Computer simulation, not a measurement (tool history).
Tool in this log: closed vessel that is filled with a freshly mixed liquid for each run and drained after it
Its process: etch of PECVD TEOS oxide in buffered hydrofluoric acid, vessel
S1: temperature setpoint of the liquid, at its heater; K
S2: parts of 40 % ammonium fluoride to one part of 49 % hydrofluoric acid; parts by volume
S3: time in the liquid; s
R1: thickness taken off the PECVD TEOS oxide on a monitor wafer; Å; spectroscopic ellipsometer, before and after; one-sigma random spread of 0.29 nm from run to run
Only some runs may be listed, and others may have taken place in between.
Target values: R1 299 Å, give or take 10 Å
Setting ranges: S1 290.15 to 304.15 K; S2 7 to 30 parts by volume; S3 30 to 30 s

run  hour      S1    S2  S3      R1
  1     0  296.15    20  30   387.9
  2   4.4  295.15    20  30  372.02
  3   6.9  295.15  17.5  30   423.7
  4   9.9  295.15  17.5  30   414.9
  5  17.4  296.65  17.5  30  455.72
  6  19.7  296.65  17.5  30  457.62
  7  25.6  295.65  17.5  30  436.23
  8  34.4  294.65    18  30  398.33
  9  41.1  294.65    18  30  396.98
 10  43.3  293.65    18  30  369.76

Exercise: of the 4 proposed moves below, exactly one satisfies all targets within the stated allowed misses. Which move is it?
  A  45.5  293.65    21  30   ?
  B  45.5  291.65  20.5  30   ?
  C  45.5  292.15    19  30   ?
  D  45.5  293.15    20  30   ?

move      R1
   A  327.44
   B  297.44
   C  327.43
   D  329.28
A: closer than the last run, but not yet in spec
B: every result lands within tolerance
C: closer than the last run, but not yet in spec
D: closer than the last run, but not yet in spec
B is the move that brings every result within its allowed miss.
